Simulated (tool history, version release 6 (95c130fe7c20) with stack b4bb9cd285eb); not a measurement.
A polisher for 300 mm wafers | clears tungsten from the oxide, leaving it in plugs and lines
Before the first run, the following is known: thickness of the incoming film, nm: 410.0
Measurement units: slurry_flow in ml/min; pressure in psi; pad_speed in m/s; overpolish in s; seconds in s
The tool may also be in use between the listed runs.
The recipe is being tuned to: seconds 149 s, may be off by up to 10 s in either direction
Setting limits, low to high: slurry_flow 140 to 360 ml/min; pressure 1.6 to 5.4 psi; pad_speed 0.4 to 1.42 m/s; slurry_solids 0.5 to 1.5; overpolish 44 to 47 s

Run 1, hour 0: slurry_flow 230 ml/min, pressure 3.5 psi, pad_speed 0.9 m/s, slurry_solids 1, overpolish 44 s. Result: seconds 97.686 s.
Run 2, hour 8.2: slurry_flow 230 ml/min, pressure 3.5 psi, pad_speed 0.9 m/s, slurry_solids 0.9, overpolish 44 s. Result: seconds 106.08 s.
Run 3, hour 10.8: slurry_flow 230 ml/min, pressure 3.3 psi, pad_speed 0.9 m/s, slurry_solids 0.9, overpolish 44 s. Result: seconds 111.19 s.
Run 4, hour 13.7: slurry_flow 230 ml/min, pressure 3.2 psi, pad_speed 0.9 m/s, slurry_solids 0.9, overpolish 44 s. Result: seconds 113.23 s.
Run 5, hour 19: slurry_flow 230 ml/min, pressure 3.2 psi, pad_speed 0.9 m/s, slurry_solids 0.9, overpolish 44 s. Result: seconds 113.07 s.
Run 6, hour 19.6: slurry_flow 230 ml/min, pressure 3.2 psi, pad_speed 0.9 m/s, slurry_solids 0.75, overpolish 44 s. Result: seconds 121.18 s.
Run 7, hour 25.7: slurry_flow 230 ml/min, pressure 3.1 psi, pad_speed 0.9 m/s, slurry_solids 0.75, overpolish 44 s. Result: seconds 128.08 s.
Run 8, hour 33.7: slurry_flow 230 ml/min, pressure 3 psi, pad_speed 0.9 m/s, slurry_solids 0.75, overpolish 44 s. Result: seconds 131.09 s.
Run 9, hour 39.1: slurry_flow 230 ml/min, pressure 2.9 psi, pad_speed 0.9 m/s, slurry_solids 0.75, overpolish 44 s. Result: seconds 131.06 s.
Run 10, hour 46.5: slurry_flow 230 ml/min, pressure 2.4 psi, pad_speed 0.88 m/s, slurry_solids 0.75, overpolish 44 s. Result: seconds 159.16 s.

Of the 5 settings listed for the next run, only one would bring every result within its allowed miss of target. Which one?
Run A, hour 53.9: slurry_flow 200 ml/min, pressure 2.8 psi, pad_speed 1.02 m/s, slurry_solids 0.85, overpolish 44 s. Result: seconds ?.
Run B, hour 53.9: slurry_flow 200 ml/min, pressure 2.3 psi, pad_speed 0.82 m/s, slurry_solids 0.8, overpolish 44 s. Result: seconds ?.
Run C, hour 53.9: slurry_flow 200 ml/min, pressure 2.8 psi, pad_speed 1.06 m/s, slurry_solids 0.75, overpolish 47 s. Result: seconds ?.
Run D, hour 53.9: slurry_flow 285 ml/min, pressure 2.1 psi, pad_speed 0.82 m/s, slurry_solids 1.1, overpolish 47 s. Result: seconds ?.
Run E, hour 53.9: slurry_flow 315 ml/min, pressure 3.3 psi, pad_speed 0.68 m/s, slurry_solids 0.65, overpolish 44 s. Result: seconds ?.

move  seconds
   A   120.94
   B   180.38
   C   120.76
   D    174.8
   E   152.15
A: moves the result that the last run missed by most past its target, out the other side
B: moves away from the targets compared with the last run
C: moves the result that the last run missed by most past its target, out the other side
D: moves away from the targets compared with the last run
E: all results land within tolerance of their targets
So the answer is move E, the one that meets all the targets.
